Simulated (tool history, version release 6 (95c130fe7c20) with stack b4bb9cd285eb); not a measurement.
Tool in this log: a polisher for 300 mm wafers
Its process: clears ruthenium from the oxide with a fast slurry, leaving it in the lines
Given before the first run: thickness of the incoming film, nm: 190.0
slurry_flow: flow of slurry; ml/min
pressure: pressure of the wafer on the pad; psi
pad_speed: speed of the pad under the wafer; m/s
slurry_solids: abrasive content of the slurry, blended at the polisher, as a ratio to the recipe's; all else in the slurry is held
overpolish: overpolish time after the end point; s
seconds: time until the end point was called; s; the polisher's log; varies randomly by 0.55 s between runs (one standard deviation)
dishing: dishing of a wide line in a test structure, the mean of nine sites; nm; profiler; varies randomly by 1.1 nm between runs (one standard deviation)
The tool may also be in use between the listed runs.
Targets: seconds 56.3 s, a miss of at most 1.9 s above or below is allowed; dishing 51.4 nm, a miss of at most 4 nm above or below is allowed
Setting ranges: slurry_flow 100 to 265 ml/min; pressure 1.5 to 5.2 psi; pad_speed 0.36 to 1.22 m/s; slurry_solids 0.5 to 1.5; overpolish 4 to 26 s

| run | hour | slurry_flow | pressure | pad_speed | slurry_solids | overpolish | seconds | dishing |
|---|---|---|---|---|---|---|---|---|
| 1 | 0 | 170 | 3.3 | 0.78 | 1 | 13 | 58.923 | 30.654 |
| 2 | 2.9 | 170 | 3.3 | 0.78 | 1 | 15 | 58.636 | 35.493 |
| 3 | 11.3 | 175 | 3.3 | 0.78 | 1 | 16 | 59.006 | 39.22 |
| 4 | 17.8 | 175 | 3.3 | 0.96 | 1 | 16 | 50.117 | 42.159 |
| 5 | 21.5 | 175 | 3.3 | 0.96 | 1 | 10 | 50.103 | 28.63 |
| 6 | 30.2 | 175 | 3.3 | 0.96 | 1 | 6 | 50.537 | 18.035 |
| 7 | 32.6 | 170 | 3.2 | 0.96 | 1 | 10 | 51.409 | 26.561 |
| 8 | 38.4 | 170 | 3.1 | 0.96 | 1 | 13 | 52.428 | 34.015 |
| 9 | 41.8 | 170 | 3 | 0.96 | 1 | 15 | 54.804 | 38.36 |

Below are 5 possible settings for the next run. Only one of them brings all results inside the allowed miss of their targets. Which is it?
| A | 45.2 | 150 | 3.2 | 0.78 | 1.05 | 24 | ? | ? |
| B | 45.2 | 175 | 3.8 | 0.8 | 0.7 | 21 | ? | ? |
| C | 45.2 | 175 | 3.2 | 0.96 | 1 | 23 | ? | ? |
| D | 45.2 | 180 | 2.5 | 1 | 1 | 23 | ? | ? |
| E | 45.2 | 175 | 2.6 | 1.04 | 1 | 26 | ? | ? |

| move | seconds | dishing |
|---|---|---|
| A | 61.36 | 51.498 |
| B | 55.744 | 49.855 |
| C | 51.028 | 58.107 |
| D | 60.365 | 50.347 |
| E | 56.987 | 58.704 |
A: meets the target for the result that was furthest off, but another lies outside its allowed miss
B: every result lands within tolerance
C: pushes the last run's worst result past its target
D: meets the target for the result that was furthest off, but another lies outside its allowed miss
E: pushes the last run's worst result past its target
The move that meets every target is B.
